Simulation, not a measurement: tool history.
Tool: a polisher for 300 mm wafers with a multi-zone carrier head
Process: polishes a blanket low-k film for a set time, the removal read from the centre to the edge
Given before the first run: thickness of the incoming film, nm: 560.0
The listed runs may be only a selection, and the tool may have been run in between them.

| run | hour | flow of slurry (ml/min) | pressure of the head's centre zone | pressure of the head's middle zone | pressure of the head's edge zone | abrasive content of the slurry | polishing time (s) | film removed at the wafer's centre (nm) | film removed at mid-radius (nm) | film removed at the wafer's edge (nm) |
|---|---|---|---|---|---|---|---|---|---|---|
| 1 | 0.0 | 270 | 1.00 | 1.00 | 1.00 | 1.00 | 48 | 16.9220 | 17.9490 | 17.1740 |
| 2 | 6.7 | 270 | 1.00 | 1.00 | 1.00 | 0.80 | 48 | 14.6230 | 15.8940 | 15.6280 |
| 3 | 8.1 | 270 | 1.00 | 1.00 | 0.96 | 0.80 | 48 | 14.7390 | 15.9230 | 15.1960 |
| 4 | 15.1 | 270 | 1.00 | 0.96 | 0.96 | 0.80 | 48 | 14.7710 | 15.3400 | 15.4370 |
| 5 | 16.9 | 275 | 1.01 | 0.99 | 0.93 | 0.70 | 42 | 12.0220 | 12.6830 | 12.1840 |
| 6 | 23.5 | 275 | 1.08 | 0.99 | 0.93 | 0.70 | 42 | 12.7650 | 12.8710 | 12.1750 |
| 7 | 29.1 | 275 | 1.06 | 1.01 | 0.91 | 0.65 | 39 | 11.0010 | 11.5740 | 10.6050 |
| 8 | 35.9 | 270 | 1.05 | 1.02 | 0.89 | 0.60 | 38 | 9.9810 | 10.6960 | 9.8738 |
|  | 39.3 | centre zone pressure recalibrated |
| 9 | 39.3 | 275 | 1.07 | 1.10 | 0.81 | 0.50 | 32 | 8.2020 | 8.4146 | 6.8896 |

Predict the results of run 10:
| 10 | 42.5 | 325 | 1.01 | 1.09 | 0.91 | 0.55 | 32 | ? | ? | ? |

Logged for run 10: film removed at the wafer's centre (nm) 8.6512, film removed at mid-radius (nm) 8.9482, film removed at the wafer's edge (nm) 7.9465.
